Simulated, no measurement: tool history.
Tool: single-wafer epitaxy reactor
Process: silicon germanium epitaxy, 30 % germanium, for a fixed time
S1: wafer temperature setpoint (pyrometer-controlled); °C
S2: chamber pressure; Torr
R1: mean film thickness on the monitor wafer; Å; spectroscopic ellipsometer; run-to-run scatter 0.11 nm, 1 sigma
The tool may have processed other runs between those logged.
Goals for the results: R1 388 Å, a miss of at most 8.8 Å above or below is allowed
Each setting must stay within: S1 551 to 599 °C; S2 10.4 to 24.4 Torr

run,day,S1,S2,R1
1,0,575,17.4,295.09
2,0.088,571,17.4,274.37
3,0.375,562,17.4,230.47
4,0.662,553,17.4,194.32
5,0.904,551,17.4,185.71
6,1.179,558,17.5,213.67
7,1.442,563,17.6,234.72
8,1.642,568,17.7,261.87
9,1.788,572,17.8,282.91
10,2.058,575,17.9,300.05
# day 2.092: pyrometer calibrated
11,2.092,577,17.9,345.28
12,2.283,581,18,373.17

Exactly one of the 4 candidate moves below puts every result within its allowed miss. Which one?
A,2.475,585,15.5,?
B,2.475,576,19.5,?
C,2.475,583,18.2,?
D,2.475,582,15.8,?

move,R1
A,368.66
B,353.76
C,387.6
D,353
A: the biggest miss grows against the last run
B: the biggest miss grows against the last run
C: all results land within tolerance of their targets
D: the biggest miss grows against the last run
So the answer is move C, the one that meets all the targets.
